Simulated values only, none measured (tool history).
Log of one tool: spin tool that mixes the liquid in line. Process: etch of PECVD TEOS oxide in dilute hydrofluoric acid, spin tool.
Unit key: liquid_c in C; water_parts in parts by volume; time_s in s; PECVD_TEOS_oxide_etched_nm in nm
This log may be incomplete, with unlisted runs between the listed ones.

run  hour  liquid_c  water_parts  time_s  PECVD_TEOS_oxide_etched_nm
  1     0        25          225      65                      5.7837
  2   4.4        24          230      65                       5.426
  3   8.6        23          235      65                      5.0958
  4  17.2      22.5          235      65                      5.0114
  5  18.8      22.5          280      65                      4.0082
  6  21.9      22.5          215      65                       5.572
  7  26.7        22          220      65                      5.3017
  8  28.6      21.5          225      65                      5.1103
  9  32.5      21.5          225      65                       5.096
 10  38.8        21          230      65                      4.8411
 11  41.4      20.5          235      65                       4.635
 12  50.4        20          235      65                      4.5479
 13  54.7      19.5          235      65                      4.4814
 14  61.4        19          235      65                      4.3872

Run 15 comes next. What will it give?
 15  68.8        18          245      65                           ?

PECVD_TEOS_oxide_etched_nm: 3.991 nm
